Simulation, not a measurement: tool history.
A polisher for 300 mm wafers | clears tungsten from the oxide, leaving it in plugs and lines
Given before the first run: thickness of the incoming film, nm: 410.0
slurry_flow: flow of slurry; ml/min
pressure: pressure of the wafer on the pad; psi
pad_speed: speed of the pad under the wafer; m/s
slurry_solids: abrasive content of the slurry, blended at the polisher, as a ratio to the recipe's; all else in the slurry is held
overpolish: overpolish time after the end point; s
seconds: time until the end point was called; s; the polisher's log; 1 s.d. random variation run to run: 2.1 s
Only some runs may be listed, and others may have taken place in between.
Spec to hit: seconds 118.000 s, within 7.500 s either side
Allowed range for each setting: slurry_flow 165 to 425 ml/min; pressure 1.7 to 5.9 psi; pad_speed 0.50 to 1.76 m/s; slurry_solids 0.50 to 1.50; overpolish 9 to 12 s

{"run": 1, "hour": 0.0, "slurry_flow": 275, "pressure": 3.8, "pad_speed": 1.12, "slurry_solids": 1.0, "overpolish": 12, "seconds": 75.675}
{"run": 2, "hour": 5.1, "slurry_flow": 335, "pressure": 3.8, "pad_speed": 1.12, "slurry_solids": 1.0, "overpolish": 12, "seconds": 72.616}
{"run": 3, "hour": 7.0, "slurry_flow": 335, "pressure": 3.3, "pad_speed": 1.1, "slurry_solids": 1.0, "overpolish": 12, "seconds": 84.682}
{"run": 4, "hour": 10.2, "slurry_flow": 335, "pressure": 3.0, "pad_speed": 1.08, "slurry_solids": 1.0, "overpolish": 12, "seconds": 91.174}
{"run": 5, "hour": 19.1, "slurry_flow": 385, "pressure": 3.0, "pad_speed": 1.08, "slurry_solids": 1.0, "overpolish": 12, "seconds": 90.793}
{"run": 6, "hour": 28.1, "slurry_flow": 385, "pressure": 2.7, "pad_speed": 1.06, "slurry_solids": 1.0, "overpolish": 12, "seconds": 98.926}
{"run": 7, "hour": 30.3, "slurry_flow": 385, "pressure": 2.5, "pad_speed": 1.06, "slurry_solids": 1.0, "overpolish": 12, "seconds": 108.25}
{"run": 8, "hour": 38.8, "slurry_flow": 385, "pressure": 2.4, "pad_speed": 1.06, "slurry_solids": 1.0, "overpolish": 12, "seconds": 108.03}

Of the 4 settings listed for the next run, only one would bring every result within its allowed miss of target. Which one?
{"run": "A", "hour": 47.3, "slurry_flow": 405, "pressure": 2.4, "pad_speed": 1.3, "slurry_solids": 0.95, "overpolish": 12, "seconds": "?"}
{"run": "B", "hour": 47.3, "slurry_flow": 340, "pressure": 2.8, "pad_speed": 1.04, "slurry_solids": 1.1, "overpolish": 9, "seconds": "?"}
{"run": "C", "hour": 47.3, "slurry_flow": 380, "pressure": 2.6, "pad_speed": 1.16, "slurry_solids": 1.05, "overpolish": 12, "seconds": "?"}
{"run": "D", "hour": 47.3, "slurry_flow": 375, "pressure": 2.3, "pad_speed": 0.96, "slurry_solids": 1.05, "overpolish": 9, "seconds": "?"}

move=A seconds=97.576
move=B seconds=97.879
move=C seconds=96.764
move=D seconds=120.700
A: moves away from the targets compared with the last run
B: moves away from the targets compared with the last run
C: moves away from the targets compared with the last run
D: in spec on every target
Answer: D
